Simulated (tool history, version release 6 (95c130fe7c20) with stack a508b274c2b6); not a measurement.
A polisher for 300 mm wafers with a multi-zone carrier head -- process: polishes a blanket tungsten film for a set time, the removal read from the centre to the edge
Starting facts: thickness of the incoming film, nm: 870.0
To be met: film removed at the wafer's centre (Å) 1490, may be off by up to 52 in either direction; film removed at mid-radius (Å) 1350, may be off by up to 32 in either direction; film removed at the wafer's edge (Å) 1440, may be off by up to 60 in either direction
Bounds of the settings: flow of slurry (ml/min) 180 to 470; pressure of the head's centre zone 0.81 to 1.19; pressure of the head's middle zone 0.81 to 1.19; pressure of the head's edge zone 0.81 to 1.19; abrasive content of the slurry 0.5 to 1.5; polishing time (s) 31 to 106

run	hour	flow of slurry (ml/min)	pressure of the head's centre zone	pressure of the head's middle zone	pressure of the head's edge zone	abrasive content of the slurry	polishing time (s)	film removed at the wafer's centre (Å)	film removed at mid-radius (Å)	film removed at the wafer's edge (Å)
1	0	300	1	1	1	1	68	2519.5	2408.4	2380.8
2	5.2	330	1	1	1	1	68	2532.3	2425	2429.4
3	11.5	330	1	1	1	1.1	68	2557.8	2502.3	2467.3
4	14.8	330	1	1	1	1	68	2467.4	2428.4	2416.2
5	21.2	330	1	1	1	1.05	68	2535.1	2460.8	2472.4
6	23.8	315	0.98	0.97	0.98	0.95	64	2284.7	2210.3	2228.6
7	29.5	305	0.97	0.95	0.96	0.85	60	2033.2	1921.1	1939.9
8	31	230	0.87	0.85	0.86	0.6	59	1501.9	1439.3	1579.5
# hour 36.5: slurry nozzle cleaned
9	36.5	230	0.88	0.85	0.85	0.6	59	1547.4	1498.5	1580.9
10	43.7	230	0.93	0.81	0.84	0.5	53	1335	1190.3	1295.6
11	51.3	250	0.93	0.82	0.85	0.5	53	1353.3	1196.4	1282.1
12	51.8	200	0.96	0.9	0.95	0.75	54	1662.7	1580.2	1668.2
13	54.5	200	0.96	0.89	0.93	0.75	54	1701.4	1534.5	1667.5
14	60.6	210	0.95	0.88	0.91	0.75	54	1690.2	1544	1633.4
15	63.9	215	0.94	0.87	0.89	0.75	54	1650.9	1521.9	1613.2
16	71.3	220	0.93	0.86	0.88	0.75	54	1651.7	1521.6	1603.6
17	77.9	220	0.93	0.85	0.87	0.75	54	1640.5	1497.5	1636.1
18	78.7	220	0.93	0.85	0.86	0.7	54	1596.1	1452.6	1561.5
19	82.5	230	0.93	0.85	0.85	0.7	54	1632.5	1456.7	1537.3
20	84	235	0.92	0.85	0.85	0.7	54	1579.7	1455.1	1534.3
21	87.2	240	0.92	0.84	0.84	0.7	54	1568.7	1450.6	1544.5
22	94.4	240	0.92	0.83	0.84	0.65	54	1531.2	1402.4	1479.6
23	99.4	240	0.92	0.82	0.84	0.65	54	1504.8	1394.7	1515.3

Of the 4 settings listed for the next run, only one would bring every result within its allowed miss of target. Which one?
A	104.4	245	0.92	0.84	0.85	0.65	52	?	?	?
B	104.4	250	0.93	0.94	0.83	0.6	52	?	?	?
C	104.4	215	0.99	0.89	0.84	0.55	57	?	?	?
D	104.4	225	0.91	0.83	0.83	0.55	60	?	?	?

move	film removed at the wafer's centre (Å)	film removed at mid-radius (Å)	film removed at the wafer's edge (Å)
A	1481.3	1358.4	1475
B	1446.2	1438.6	1408.1
C	1596.1	1426.2	1472.8
D	1548.2	1422.7	1548.4
A: every result within its allowed miss
B: lands further from the targets than the last run did
C: lands further from the targets than the last run did
D: lands further from the targets than the last run did
A is the move that brings every result within its allowed miss.
